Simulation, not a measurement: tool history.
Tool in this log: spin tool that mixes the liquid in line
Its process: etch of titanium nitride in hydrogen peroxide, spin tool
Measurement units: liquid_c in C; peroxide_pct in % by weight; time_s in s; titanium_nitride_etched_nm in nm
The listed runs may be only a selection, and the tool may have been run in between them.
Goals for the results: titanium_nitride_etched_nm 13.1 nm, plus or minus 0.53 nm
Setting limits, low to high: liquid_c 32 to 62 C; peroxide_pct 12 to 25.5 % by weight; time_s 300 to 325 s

Run 1, day 0: liquid_c 46 C, peroxide_pct 17.5 % by weight, time_s 300 s. Result: titanium_nitride_etched_nm 5.2079 nm.
Run 2, day 0.121: liquid_c 49 C, peroxide_pct 17.5 % by weight, time_s 300 s. Result: titanium_nitride_etched_nm 6.5512 nm.
Run 3, day 0.458: liquid_c 49 C, peroxide_pct 14.5 % by weight, time_s 300 s. Result: titanium_nitride_etched_nm 6.3243 nm.
Run 4, day 0.796: liquid_c 51.5 C, peroxide_pct 14.5 % by weight, time_s 300 s. Result: titanium_nitride_etched_nm 7.784 nm.
Run 5, day 1: liquid_c 51.5 C, peroxide_pct 14.5 % by weight, time_s 325 s. Result: titanium_nitride_etched_nm 8.2347 nm.
At day 1.196: new drum of peroxide connected.
Run 6, day 1.196: liquid_c 51.5 C, peroxide_pct 13 % by weight, time_s 325 s. Result: titanium_nitride_etched_nm 7.9935 nm.
Run 7, day 1.517: liquid_c 51.5 C, peroxide_pct 13 % by weight, time_s 325 s. Result: titanium_nitride_etched_nm 8.0407 nm.
Run 8, day 1.788: liquid_c 53 C, peroxide_pct 13 % by weight, time_s 325 s. Result: titanium_nitride_etched_nm 9.1408 nm.
Run 9, day 1.871: liquid_c 54 C, peroxide_pct 13 % by weight, time_s 325 s. Result: titanium_nitride_etched_nm 9.568 nm.

Which single option among these 4 for the next run brings every result within its allowed miss of target? Just one does.
Run A, day 1.954: liquid_c 51 C, peroxide_pct 12 % by weight, time_s 325 s. Result: titanium_nitride_etched_nm ?.
Run B, day 1.954: liquid_c 57.5 C, peroxide_pct 12 % by weight, time_s 305 s. Result: titanium_nitride_etched_nm ?.
Run C, day 1.954: liquid_c 49 C, peroxide_pct 12 % by weight, time_s 300 s. Result: titanium_nitride_etched_nm ?.
Run D, day 1.954: liquid_c 57.5 C, peroxide_pct 17 % by weight, time_s 325 s. Result: titanium_nitride_etched_nm ?.

move  titanium_nitride_etched_nm
   A                        7.53
   B                      11.166
   C                      6.0158
   D                      12.801
A: misses by more than the last run did
B: moves toward the targets from the last run without getting all of them in spec
C: misses by more than the last run did
D: every result within its allowed miss
D meets every target.

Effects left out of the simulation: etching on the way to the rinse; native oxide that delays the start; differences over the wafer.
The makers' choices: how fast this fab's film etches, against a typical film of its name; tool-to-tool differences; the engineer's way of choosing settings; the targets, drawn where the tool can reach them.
